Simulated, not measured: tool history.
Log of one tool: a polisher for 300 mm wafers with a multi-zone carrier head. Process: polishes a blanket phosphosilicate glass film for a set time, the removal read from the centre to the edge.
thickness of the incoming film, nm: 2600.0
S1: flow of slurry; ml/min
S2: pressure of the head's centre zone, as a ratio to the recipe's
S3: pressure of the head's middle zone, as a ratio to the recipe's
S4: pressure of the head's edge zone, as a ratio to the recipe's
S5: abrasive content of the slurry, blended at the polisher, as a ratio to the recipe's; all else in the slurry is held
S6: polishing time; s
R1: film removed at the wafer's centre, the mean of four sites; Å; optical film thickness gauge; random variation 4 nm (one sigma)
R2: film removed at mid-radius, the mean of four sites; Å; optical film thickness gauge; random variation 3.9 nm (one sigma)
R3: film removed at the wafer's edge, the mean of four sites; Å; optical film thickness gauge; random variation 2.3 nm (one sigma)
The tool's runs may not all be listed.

run 1 day=0 | S1=185 S2=1 S3=1 S4=1 S5=1 S6=38 | R1=4019.4 R2=4162.6 R3=4140.6
run 2 day=0.088 | S1=185 S2=1 S3=1 S4=1 S5=1 S6=33 | R1=3517.3 R2=3557.9 R3=3609.4
run 3 day=0.267 | S1=185 S2=1 S3=0.95 S4=1 S5=1 S6=33 | R1=3504.7 R2=3457.3 R3=3560.7
run 4 day=0.542 | S1=190 S2=0.99 S3=0.97 S4=1 S5=1 S6=33 | R1=3537.7 R2=3507.5 R3=3638.7
run 5 day=0.692 | S1=190 S2=0.99 S3=0.91 S4=1 S5=1 S6=33 | R1=3543.2 R2=3320.9 R3=3604.5
run 6 day=0.871 | S1=190 S2=0.99 S3=0.96 S4=1 S5=1 S6=33 | R1=3530.6 R2=3400.3 R3=3620.9
run 7 day=0.979 | S1=185 S2=0.99 S3=0.99 S4=1.01 S5=1 S6=33 | R1=3470.7 R2=3578.3 R3=3617.5
run 8 day=1.029 | S1=190 S2=0.99 S3=1 S4=1.01 S5=1 S6=33 | R1=3497.1 R2=3520.1 R3=3642.1
run 9 day=1.288 | S1=190 S2=0.99 S3=1 S4=1.01 S5=1 S6=33 | R1=3569.2 R2=3588.4 R3=3656.4

Forecast run 10:
run 10 day=1.658 | S1=190 S2=0.98 S3=1.02 S4=1.01 S5=1 S6=33 | R1=? R2=? R3=?

Run 10 gave R1 3466.4 Å, R2 3678.7 Å, R3 3655.1 Å.

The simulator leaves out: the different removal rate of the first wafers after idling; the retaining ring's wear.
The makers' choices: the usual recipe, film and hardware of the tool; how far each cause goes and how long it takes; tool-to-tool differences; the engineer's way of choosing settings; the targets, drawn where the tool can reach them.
